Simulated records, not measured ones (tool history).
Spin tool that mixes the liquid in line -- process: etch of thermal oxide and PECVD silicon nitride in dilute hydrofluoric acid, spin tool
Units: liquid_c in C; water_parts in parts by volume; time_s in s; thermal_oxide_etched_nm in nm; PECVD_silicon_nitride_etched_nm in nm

run,day,liquid_c,water_parts,time_s,thermal_oxide_etched_nm,PECVD_silicon_nitride_etched_nm
1,0,24,40,180,21.388,13.863
2,0.338,23,40,180,20.596,13.043
3,0.675,20.5,40,180,18.21,11.007
4,0.8,20.5,40,225,22.686,13.712
5,0.879,20,45,225,19.845,11.79
# day 0.962: thermometer replaced
6,0.962,19.5,45,225,20.276,12.337
7,1.038,18.5,45,225,19.638,11.465

Run 8, settings as shown, results not yet in. Your forecast:
8,1.088,18.5,50,225,?,?

thermal_oxide_etched_nm: 17.732 nm
PECVD_silicon_nitride_etched_nm: 10.358 nm
